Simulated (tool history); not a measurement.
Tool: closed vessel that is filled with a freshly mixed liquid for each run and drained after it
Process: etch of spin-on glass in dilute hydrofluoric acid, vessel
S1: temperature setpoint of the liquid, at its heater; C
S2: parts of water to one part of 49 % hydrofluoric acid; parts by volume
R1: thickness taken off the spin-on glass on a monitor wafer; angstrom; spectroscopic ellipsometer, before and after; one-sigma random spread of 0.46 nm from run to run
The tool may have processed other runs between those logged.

Run 1, day 0.000: S1 26.0 C, S2 250 parts by volume, time in the liquid (s) 230. Result: R1 307.35 angstrom.
Run 2, day 0.046: S1 28.5 C, S2 195 parts by volume, time in the liquid (s) 230. Result: R1 461.70 angstrom.
Run 3, day 0.246: S1 28.5 C, S2 195 parts by volume, time in the liquid (s) 230. Result: R1 456.71 angstrom.
Run 4, day 0.496: S1 30.0 C, S2 160 parts by volume, time in the liquid (s) 230. Result: R1 611.39 angstrom.
Run 5, day 0.788: S1 33.5 C, S2 160 parts by volume, time in the liquid (s) 230. Result: R1 689.87 angstrom.
Run 6, day 1.146: S1 33.5 C, S2 205 parts by volume, time in the liquid (s) 230. Result: R1 504.93 angstrom.
Run 7, day 1.442: S1 33.5 C, S2 175 parts by volume, time in the liquid (s) 230. Result: R1 619.60 angstrom.
Run 8, day 1.771: S1 33.5 C, S2 150 parts by volume, time in the liquid (s) 230. Result: R1 744.87 angstrom.
Run 9, day 2.025: S1 33.5 C, S2 135 parts by volume, time in the liquid (s) 230. Result: R1 853.02 angstrom.
Run 10, day 2.083: S1 33.5 C, S2 130 parts by volume, time in the liquid (s) 230. Result: R1 892.41 angstrom.
Run 11, day 2.433: S1 34.0 C, S2 110 parts by volume, time in the liquid (s) 230. Result: R1 1111.50 angstrom.
Run 12, day 2.508: S1 33.0 C, S2 110 parts by volume, time in the liquid (s) 230. Result: R1 1072.00 angstrom.
Run 13, day 2.875: S1 32.5 C, S2 110 parts by volume, time in the liquid (s) 230. Result: R1 1044.90 angstrom.

Run 14, settings as shown, results not yet in. Your forecast:
Run 14, day 2.925: S1 32.0 C, S2 110 parts by volume, time in the liquid (s) 230. Result: R1 ?.

R1: 1029.80 angstrom

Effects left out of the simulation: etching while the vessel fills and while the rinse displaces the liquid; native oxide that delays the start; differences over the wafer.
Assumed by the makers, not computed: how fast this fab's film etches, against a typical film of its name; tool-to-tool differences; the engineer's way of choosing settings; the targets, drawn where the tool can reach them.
